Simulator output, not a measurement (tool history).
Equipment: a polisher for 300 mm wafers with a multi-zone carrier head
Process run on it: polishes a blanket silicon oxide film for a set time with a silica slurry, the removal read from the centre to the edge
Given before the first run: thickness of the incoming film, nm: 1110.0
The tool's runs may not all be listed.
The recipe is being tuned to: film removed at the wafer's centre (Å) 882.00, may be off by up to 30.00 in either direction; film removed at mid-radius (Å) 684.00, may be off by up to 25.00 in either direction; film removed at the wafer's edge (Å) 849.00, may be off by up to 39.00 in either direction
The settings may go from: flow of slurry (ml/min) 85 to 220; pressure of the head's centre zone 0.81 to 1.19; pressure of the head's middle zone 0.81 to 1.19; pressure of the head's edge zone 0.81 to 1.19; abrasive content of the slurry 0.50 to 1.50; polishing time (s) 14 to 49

| run | hour | flow of slurry (ml/min) | pressure of the head's centre zone | pressure of the head's middle zone | pressure of the head's edge zone | abrasive content of the slurry | polishing time (s) | film removed at the wafer's centre (Å) | film removed at mid-radius (Å) | film removed at the wafer's edge (Å) |
|---|---|---|---|---|---|---|---|---|---|---|
| 1 | 0.0 | 140 | 1.00 | 1.00 | 1.00 | 1.00 | 31 | 1055.60 | 1061.10 | 1118.70 |
| 2 | 7.1 | 135 | 1.02 | 0.96 | 0.99 | 0.90 | 31 | 990.14 | 994.91 | 1065.10 |
| 3 | 10.7 | 135 | 1.02 | 0.96 | 0.99 | 0.90 | 25 | 797.59 | 797.87 | 851.96 |
| 4 | 12.4 | 135 | 1.02 | 0.96 | 0.93 | 0.90 | 25 | 797.71 | 795.16 | 830.04 |
| 5 | 17.6 | 140 | 1.05 | 0.93 | 0.96 | 0.90 | 25 | 845.45 | 770.96 | 846.86 |
| 6 | 18.2 | 140 | 1.06 | 0.91 | 0.96 | 0.90 | 25 | 855.51 | 770.99 | 826.30 |
| 7 | 24.2 | 140 | 1.07 | 0.89 | 1.01 | 0.90 | 25 | 849.47 | 758.23 | 868.47 |
| 8 | 27.9 | 140 | 1.09 | 0.87 | 1.02 | 0.90 | 25 | 889.90 | 738.50 | 855.73 |
|  | 28.7 | slurry nozzle cleaned |
| 9 | 28.7 | 135 | 1.09 | 0.86 | 1.03 | 0.90 | 25 | 1005.00 | 829.21 | 974.43 |

Of the 5 settings listed for the next run, only one would bring every result within its allowed miss of target. Which one?
| A | 29.5 | 145 | 1.12 | 0.83 | 1.15 | 0.85 | 21 | ? | ? | ? |
| B | 29.5 | 140 | 1.17 | 0.89 | 0.85 | 0.80 | 22 | ? | ? | ? |
| C | 29.5 | 150 | 1.18 | 0.88 | 0.92 | 1.00 | 21 | ? | ? | ? |
| D | 29.5 | 140 | 0.93 | 0.95 | 1.02 | 0.95 | 31 | ? | ? | ? |
| E | 29.5 | 160 | 1.01 | 0.90 | 1.05 | 0.60 | 25 | ? | ? | ? |

| move | film removed at the wafer's centre (Å) | film removed at mid-radius (Å) | film removed at the wafer's edge (Å) |
|---|---|---|---|
| A | 871.23 | 662.17 | 829.40 |
| B | 926.07 | 713.88 | 730.84 |
| C | 980.33 | 740.93 | 790.84 |
| D | 1101.50 | 1130.50 | 1191.30 |
| E | 841.66 | 757.26 | 841.55 |
A: every result within its allowed miss
B: closer than the last run, but not yet in spec
C: closer than the last run, but not yet in spec
D: the biggest miss grows against the last run
E: closer than the last run, but not yet in spec
Answer: A
